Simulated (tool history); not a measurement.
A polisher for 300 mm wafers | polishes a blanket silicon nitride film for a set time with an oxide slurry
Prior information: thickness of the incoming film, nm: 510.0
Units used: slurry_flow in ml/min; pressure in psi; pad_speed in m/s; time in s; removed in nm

run 1 day=0.000 | slurry_flow=150 pressure=4.2 pad_speed=1.26 slurry_solids=1.0 time=53 | removed=47.156
run 2 day=0.308 | slurry_flow=150 pressure=4.2 pad_speed=1.36 slurry_solids=1.0 time=53 | removed=48.727
run 3 day=0.646 | slurry_flow=150 pressure=3.8 pad_speed=1.34 slurry_solids=1.0 time=53 | removed=43.359
run 4 day=0.875 | slurry_flow=150 pressure=3.8 pad_speed=1.34 slurry_solids=1.0 time=48 | removed=39.705
run 5 day=1.125 | slurry_flow=150 pressure=3.6 pad_speed=1.34 slurry_solids=1.0 time=48 | removed=37.848
run 6 day=1.383 | slurry_flow=150 pressure=4.5 pad_speed=1.34 slurry_solids=1.0 time=48 | removed=47.435

Forecast run 7:
run 7 day=1.662 | slurry_flow=150 pressure=4.1 pad_speed=1.32 slurry_solids=1.0 time=48 | removed=?

removed: 42.783 nm

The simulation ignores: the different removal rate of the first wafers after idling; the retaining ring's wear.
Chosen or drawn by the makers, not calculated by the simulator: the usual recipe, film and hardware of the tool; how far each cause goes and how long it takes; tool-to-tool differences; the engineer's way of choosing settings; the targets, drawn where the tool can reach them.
